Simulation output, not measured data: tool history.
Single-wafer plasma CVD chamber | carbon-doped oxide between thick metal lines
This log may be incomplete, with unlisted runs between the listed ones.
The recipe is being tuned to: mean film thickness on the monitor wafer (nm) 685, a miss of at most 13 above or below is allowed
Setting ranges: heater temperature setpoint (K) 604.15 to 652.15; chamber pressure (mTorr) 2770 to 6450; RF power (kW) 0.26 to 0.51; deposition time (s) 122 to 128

| run | day | heater temperature setpoint (K) | chamber pressure (mTorr) | RF power (kW) | deposition time (s) | mean film thickness on the monitor wafer (nm) |
|---|---|---|---|---|---|---|
| 1 | 0 | 628.15 | 4610 | 0.385 | 128 | 584.32 |
| 2 | 0.183 | 620.15 | 4610 | 0.385 | 128 | 602.75 |
| 3 | 0.254 | 620.15 | 4610 | 0.44 | 128 | 653.19 |
| 4 | 0.529 | 618.15 | 4740 | 0.44 | 128 | 656.27 |
| 5 | 0.812 | 618.15 | 4740 | 0.395 | 128 | 613.3 |
| 6 | 1.004 | 616.15 | 4910 | 0.41 | 128 | 639.84 |
| 7 | 1.2 | 616.15 | 4910 | 0.41 | 128 | 630.48 |
| 8 | 1.417 | 614.15 | 4950 | 0.425 | 128 | 649.14 |
| 9 | 1.521 | 613.15 | 5020 | 0.435 | 128 | 671.68 |

Which one of the following 4 next-run settings gets every result inside its allowed miss? There is exactly one.
| A | 1.625 | 618.15 | 4800 | 0.43 | 128 | ? |
| B | 1.625 | 613.15 | 5030 | 0.485 | 122 | ? |
| C | 1.625 | 608.15 | 4510 | 0.45 | 125 | ? |
| D | 1.625 | 618.15 | 5460 | 0.425 | 128 | ? |

| move | mean film thickness on the monitor wafer (nm) |
|---|---|
| A | 648.16 |
| B | 680.15 |
| C | 664.21 |
| D | 657.8 |
A: lands further from the targets than the last run did
B: all results in spec
C: lands further from the targets than the last run did
D: lands further from the targets than the last run did
Go with B: it meets all targets.
